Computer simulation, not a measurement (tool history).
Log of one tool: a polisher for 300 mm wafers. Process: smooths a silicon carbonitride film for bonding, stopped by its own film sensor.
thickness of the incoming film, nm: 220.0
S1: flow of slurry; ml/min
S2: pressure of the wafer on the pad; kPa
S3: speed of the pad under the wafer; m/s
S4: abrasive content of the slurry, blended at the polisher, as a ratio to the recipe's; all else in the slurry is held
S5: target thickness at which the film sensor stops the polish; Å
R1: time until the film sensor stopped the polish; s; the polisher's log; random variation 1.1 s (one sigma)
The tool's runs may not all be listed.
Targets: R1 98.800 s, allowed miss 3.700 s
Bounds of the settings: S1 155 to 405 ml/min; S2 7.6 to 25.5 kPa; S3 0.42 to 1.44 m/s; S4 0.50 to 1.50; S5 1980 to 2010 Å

run	hour	S1	S2	S3	S4	S5	R1
1	0.0	260	16.5	0.92	1.00	1980	60.828
2	1.6	310	16.5	0.92	1.00	1980	59.064
3	7.7	310	14.5	0.92	1.00	1980	68.208
4	13.0	310	14.5	0.92	1.00	2010	59.611
5	14.8	310	13.8	0.90	1.00	2010	63.034
6	18.8	335	13.8	0.90	1.00	2010	62.307
7	26.9	330	9.7	0.80	1.00	2010	94.831
8	28.0	320	9.7	0.80	1.00	2010	93.066
9	30.6	320	9.7	0.80	1.00	2010	94.437
10	36.7	310	9.7	0.80	1.00	2010	93.252

Which of these 4 next moves meets every target?
A	42.8	335	10.3	0.76	1.05	1990	?
B	42.8	320	8.3	0.80	1.05	2000	?
C	42.8	275	9.0	0.92	1.15	2000	?
D	42.8	305	10.3	0.90	0.85	2010	?

move	R1
A	98.504
B	112.700
C	92.825
D	90.533
A: meets every target
B: takes the result that was furthest off past its target
C: further off than the last run
D: further off than the last run
Answer: A

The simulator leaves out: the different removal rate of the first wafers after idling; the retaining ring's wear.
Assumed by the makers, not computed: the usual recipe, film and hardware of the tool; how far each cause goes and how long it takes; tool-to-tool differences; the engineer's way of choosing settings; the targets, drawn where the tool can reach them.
